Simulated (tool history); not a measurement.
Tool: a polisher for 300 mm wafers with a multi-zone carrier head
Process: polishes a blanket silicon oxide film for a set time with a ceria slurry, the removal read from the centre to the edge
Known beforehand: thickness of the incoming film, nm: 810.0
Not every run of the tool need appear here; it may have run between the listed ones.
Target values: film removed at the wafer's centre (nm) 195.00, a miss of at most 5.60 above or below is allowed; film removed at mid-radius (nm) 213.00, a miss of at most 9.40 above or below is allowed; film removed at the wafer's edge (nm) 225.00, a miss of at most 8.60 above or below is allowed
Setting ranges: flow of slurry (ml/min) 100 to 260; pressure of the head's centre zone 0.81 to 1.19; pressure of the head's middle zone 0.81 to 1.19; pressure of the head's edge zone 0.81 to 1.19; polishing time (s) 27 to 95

run  hour  flow of slurry (ml/min)  pressure of the head's centre zone  pressure of the head's middle zone  pressure of the head's edge zone  polishing time (s)  film removed at the wafer's centre (nm)  film removed at mid-radius (nm)  film removed at the wafer's edge (nm)
  1   0.0                      165                                1.00                                1.00                              1.00                  61                                   273.51                           258.95                                 275.82
  2   6.9                      165                                1.00                                1.00                              1.00                  74                                   331.72                           325.89                                 336.79
  3  10.5                      160                                0.98                                0.99                              0.98                  71                                   312.40                           304.64                                 312.42
  4  14.7                      155                                0.96                                0.99                              0.98                  68                                   295.54                           288.97                                 306.45
  5  17.7                      190                                0.96                                0.99                              0.98                  68                                   297.88                           297.39                                 311.88
  6  24.7                      185                                0.94                                0.99                              0.97                  65                                   284.03                           278.92                                 294.67
  7  30.4                      180                                0.92                                1.00                              0.97                  62                                   265.00                           274.32                                 279.26
  8  36.9                      175                                0.90                                0.99                              0.97                  60                                   250.08                           259.64                                 271.88
  9  38.4                      175                                0.90                                0.99                              0.97                  60                                   252.10                           260.85                                 264.88
 10  41.1                      170                                0.89                                0.98                              0.99                  59                                   241.47                           252.71                                 266.88
 11  43.9                      165                                0.88                                0.98                              0.99                  58                                   237.19                           251.07                                 267.52
 12  45.0                      160                                0.87                                0.98                              0.98                  57                                   228.06                           238.65                                 258.80
 13  52.5                      155                                0.86                                0.98                              0.97                  56                                   222.88                           231.79                                 251.22
 14  54.4                      150                                0.85                                0.99                              0.97                  55                                   215.49                           234.91                                 243.28
 15  57.1                      145                                0.84                                0.99                              0.97                  55                                   211.87                           232.73                                 245.58
 16  60.8                      140                                0.84                                0.99                              0.96                  55                                   210.69                           230.78                                 239.53

Which single option among these 5 for the next run brings every result within its allowed miss of target? Just one does.
  A  64.5                      125                                0.81                                1.13                              0.98                  51                                        ?                                ?                                      ?
  B  64.5                      155                                0.81                                1.05                              0.93                  59                                        ?                                ?                                      ?
  C  64.5                      185                                1.00                                0.98                              0.81                  52                                        ?                                ?                                      ?
  D  64.5                      190                                0.83                                0.98                              1.00                  49                                        ?                                ?                                      ?
  E  64.5                      105                                0.88                                0.96                              0.89                  55                                        ?                                ?                                      ?

move  film removed at the wafer's centre (nm)  film removed at mid-radius (nm)  film removed at the wafer's edge (nm)
   A                                   189.94                           235.29                                 222.87
   B                                   227.76                           265.09                                 257.61
   C                                   240.39                           226.51                                 217.25
   D                                   198.36                           214.25                                 226.07
   E                                   210.24                           216.80                                 225.74
A: meets the target for the result that was furthest off, but another lies outside its allowed miss
B: misses by more than the last run did
C: misses by more than the last run did
D: all results in spec
E: about the same distance from the targets as the last run
Correct choice: D, which meets every target
